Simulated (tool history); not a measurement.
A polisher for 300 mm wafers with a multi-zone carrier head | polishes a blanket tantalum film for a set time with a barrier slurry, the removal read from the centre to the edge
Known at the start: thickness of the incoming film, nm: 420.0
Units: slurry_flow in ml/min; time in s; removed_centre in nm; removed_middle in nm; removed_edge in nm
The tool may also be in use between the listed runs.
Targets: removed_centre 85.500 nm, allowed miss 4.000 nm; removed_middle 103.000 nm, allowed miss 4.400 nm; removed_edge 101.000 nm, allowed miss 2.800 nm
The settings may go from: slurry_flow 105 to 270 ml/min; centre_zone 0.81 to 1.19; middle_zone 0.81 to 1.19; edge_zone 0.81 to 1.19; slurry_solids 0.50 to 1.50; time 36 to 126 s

run,hour,slurry_flow,centre_zone,middle_zone,edge_zone,slurry_solids,time,removed_centre,removed_middle,removed_edge
1,0.0,175,1.00,1.00,1.00,1.00,81,111.740,118.010,119.640
2,8.1,175,1.00,1.00,1.00,1.00,71,97.162,102.950,102.180
3,14.8,175,1.00,1.00,1.00,1.20,71,102.040,109.340,109.270
4,17.8,175,1.00,1.00,1.00,1.20,90,130.280,141.040,138.430
5,21.2,175,1.00,1.00,0.96,1.20,90,131.020,144.960,137.080
6,26.4,175,1.00,1.03,0.96,1.20,90,129.410,146.490,137.900
# hour 29.8: centre zone pressure recalibrated
7,29.8,170,0.97,1.02,0.95,1.05,89,126.780,134.880,127.430
8,33.0,180,0.96,1.05,0.99,1.00,85,118.010,130.610,124.180
9,36.5,175,0.93,1.07,1.02,0.95,82,107.460,122.660,118.370
10,38.7,175,0.93,1.07,1.02,0.95,82,107.970,125.880,117.840

Which of these 4 next moves meets every target?
A,40.9,165,0.97,0.85,1.04,0.75,79,?,?,?
B,40.9,140,0.81,1.12,1.05,1.10,64,?,?,?
C,40.9,190,0.99,1.02,1.01,0.80,74,?,?,?
D,40.9,210,0.88,1.05,1.08,1.00,65,?,?,?

move,removed_centre,removed_middle,removed_edge
A,99.700,93.806,105.910
B,74.407,102.940,95.914
C,100.290,105.010,101.720
D,85.838,103.270,100.760
A: nearer than the last run, and not there yet
B: takes the result that was furthest off past its target
C: brings the result that was furthest off to its target, and leaves another outside
D: meets every target
Move D is the one to make.

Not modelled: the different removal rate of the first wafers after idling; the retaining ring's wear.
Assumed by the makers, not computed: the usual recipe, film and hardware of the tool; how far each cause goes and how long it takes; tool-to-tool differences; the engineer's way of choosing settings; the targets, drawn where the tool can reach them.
